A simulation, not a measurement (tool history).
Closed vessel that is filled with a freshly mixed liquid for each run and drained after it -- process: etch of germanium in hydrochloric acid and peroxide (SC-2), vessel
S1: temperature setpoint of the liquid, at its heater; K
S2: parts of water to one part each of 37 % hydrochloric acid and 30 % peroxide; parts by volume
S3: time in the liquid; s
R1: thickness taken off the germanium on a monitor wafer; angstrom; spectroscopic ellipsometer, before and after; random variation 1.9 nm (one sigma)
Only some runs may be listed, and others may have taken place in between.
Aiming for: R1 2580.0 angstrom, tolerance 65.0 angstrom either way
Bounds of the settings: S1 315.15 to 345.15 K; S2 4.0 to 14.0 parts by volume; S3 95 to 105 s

run,day,S1,S2,S3,R1
1,0.000,331.15,7.5,95,1903.7
2,0.292,333.15,7.5,95,2032.1
3,0.417,334.65,7.5,95,2109.3
4,0.488,334.65,7.5,105,2347.6
5,0.646,332.15,7.5,105,2172.3
6,0.817,333.15,7.5,105,2233.0
7,0.983,334.15,7.5,105,2322.3
8,1.196,335.15,7.5,105,2378.5
9,1.425,335.65,7.5,105,2448.4
10,1.721,336.15,7.5,105,2446.0
11,1.829,336.65,7.5,105,2503.0

Consider the 5 candidate settings below. Which is the only one whose results all fall within their allowed miss of target?
A,1.938,336.65,10.0,105,?
B,1.938,337.65,8.0,100,?
C,1.938,340.65,9.5,100,?
D,1.938,336.65,9.0,100,?
E,1.938,335.15,8.5,105,?

move,R1
A,2431.2
B,2436.4
C,2608.7
D,2341.5
E,2366.6
A: misses by more than the last run did
B: misses by more than the last run did
C: every result lands within tolerance
D: misses by more than the last run did
E: misses by more than the last run did
Move C is the one to make.
